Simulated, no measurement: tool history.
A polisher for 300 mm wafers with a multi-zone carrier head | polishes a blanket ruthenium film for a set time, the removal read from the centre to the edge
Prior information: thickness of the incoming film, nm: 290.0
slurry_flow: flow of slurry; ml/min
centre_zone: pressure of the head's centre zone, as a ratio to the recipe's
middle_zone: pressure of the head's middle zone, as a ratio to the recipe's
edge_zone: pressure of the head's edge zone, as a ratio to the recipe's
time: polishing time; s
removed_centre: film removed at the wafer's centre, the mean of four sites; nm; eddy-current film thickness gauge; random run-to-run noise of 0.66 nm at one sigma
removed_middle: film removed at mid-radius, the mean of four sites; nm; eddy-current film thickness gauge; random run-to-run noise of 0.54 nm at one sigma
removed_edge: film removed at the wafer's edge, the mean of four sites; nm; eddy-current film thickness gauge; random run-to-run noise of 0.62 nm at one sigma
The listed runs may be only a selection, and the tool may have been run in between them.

| run | hour | slurry_flow | centre_zone | middle_zone | edge_zone | time | removed_centre | removed_middle | removed_edge |
|---|---|---|---|---|---|---|---|---|---|
| 1 | 0.0 | 165 | 1.00 | 1.00 | 1.00 | 54 | 35.913 | 35.983 | 36.653 |
| 2 | 6.8 | 175 | 1.03 | 1.03 | 1.01 | 56 | 38.461 | 38.220 | 39.271 |
| 3 | 11.9 | 140 | 1.03 | 1.03 | 1.01 | 56 | 36.713 | 37.186 | 37.054 |
| 4 | 13.6 | 140 | 1.03 | 0.99 | 1.01 | 56 | 36.131 | 35.869 | 37.250 |
| 5 | 17.4 | 140 | 1.03 | 0.99 | 1.01 | 46 | 29.998 | 29.360 | 30.567 |
| 6 | 23.8 | 170 | 1.03 | 0.99 | 1.01 | 46 | 31.896 | 30.273 | 31.070 |
| 7 | 25.9 | 180 | 1.05 | 1.02 | 1.00 | 50 | 34.490 | 34.821 | 33.895 |
| 8 | 31.1 | 195 | 1.08 | 1.01 | 0.99 | 54 | 39.379 | 36.594 | 36.884 |
| 9 | 33.8 | 205 | 1.10 | 1.04 | 0.99 | 57 | 42.756 | 41.141 | 38.459 |
| 10 | 34.9 | 210 | 1.11 | 1.05 | 1.01 | 59 | 44.554 | 42.664 | 41.834 |
| 11 | 43.5 | 215 | 1.12 | 1.06 | 1.01 | 61 | 46.565 | 44.955 | 42.303 |
| 12 | 51.6 | 220 | 1.13 | 1.07 | 1.01 | 63 | 49.642 | 46.216 | 44.963 |

Forecast run 13:
| 13 | 57.0 | 225 | 1.14 | 1.09 | 1.01 | 64 | ? | ? | ? |

{"run 13": {"removed_centre": 50.117, "removed_middle": 47.986, "removed_edge": 45.076}}

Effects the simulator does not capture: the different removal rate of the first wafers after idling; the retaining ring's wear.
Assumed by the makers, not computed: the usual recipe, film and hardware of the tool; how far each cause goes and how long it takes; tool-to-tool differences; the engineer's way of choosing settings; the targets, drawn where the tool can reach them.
